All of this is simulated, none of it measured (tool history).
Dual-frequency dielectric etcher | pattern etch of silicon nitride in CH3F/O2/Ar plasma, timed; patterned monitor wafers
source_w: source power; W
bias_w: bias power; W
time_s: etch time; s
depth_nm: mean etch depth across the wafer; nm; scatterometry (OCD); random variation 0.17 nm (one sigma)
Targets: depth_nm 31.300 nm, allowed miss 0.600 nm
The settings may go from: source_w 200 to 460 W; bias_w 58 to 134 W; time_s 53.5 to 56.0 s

run    day  source_w  bias_w  time_s  depth_nm
  1  0.000       330      96    53.5    38.727
  2  0.167       320      94    53.5    37.774
  3  0.283       320      79    53.5    35.736
  4  0.479       320      79    56.0    37.368
  5  0.596       310      78    56.0    36.521
  6  0.638       300      78    56.0    35.623
  7  1.008       290      78    56.0    34.768
  8  1.129       260      77    56.0    32.191

Which of these 4 next moves meets every target?
  A  1.250       270      74    56.0         ?
  B  1.250       280      78    55.5         ?
  C  1.250       250      85    56.0         ?
  D  1.250       290      62    54.0         ?

move  depth_nm
   A    32.883
   B    34.012
   C    32.669
   D    31.382
A: further off than the last run
B: further off than the last run
C: further off than the last run
D: meets every target
The right move is D.
